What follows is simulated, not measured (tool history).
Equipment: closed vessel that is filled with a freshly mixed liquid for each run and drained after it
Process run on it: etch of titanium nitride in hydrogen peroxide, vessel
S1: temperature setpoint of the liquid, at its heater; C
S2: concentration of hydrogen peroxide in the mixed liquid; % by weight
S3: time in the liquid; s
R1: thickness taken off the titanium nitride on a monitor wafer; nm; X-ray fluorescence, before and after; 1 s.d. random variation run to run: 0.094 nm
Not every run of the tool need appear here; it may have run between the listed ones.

{"run": 1, "hour": 0.0, "S1": 52.0, "S2": 24.5, "S3": 105, "R1": 10.063}
{"run": 2, "hour": 4.3, "S1": 52.0, "S2": 24.5, "S3": 105, "R1": 9.9977}
{"run": 3, "hour": 10.9, "S1": 53.0, "S2": 24.5, "S3": 105, "R1": 10.868}
{"run": 4, "hour": 12.9, "S1": 53.0, "S2": 24.5, "S3": 115, "R1": 11.866}
{"run": 5, "hour": 16.0, "S1": 53.5, "S2": 24.5, "S3": 115, "R1": 12.317}
{"run": 6, "hour": 22.6, "S1": 53.5, "S2": 24.5, "S3": 115, "R1": 12.26}

For run 7, what comes out?
{"run": 7, "hour": 30.2, "S1": 54.0, "S2": 24.5, "S3": 115, "R1": "?"}

Run 7 produced R1 12.7130 nm.

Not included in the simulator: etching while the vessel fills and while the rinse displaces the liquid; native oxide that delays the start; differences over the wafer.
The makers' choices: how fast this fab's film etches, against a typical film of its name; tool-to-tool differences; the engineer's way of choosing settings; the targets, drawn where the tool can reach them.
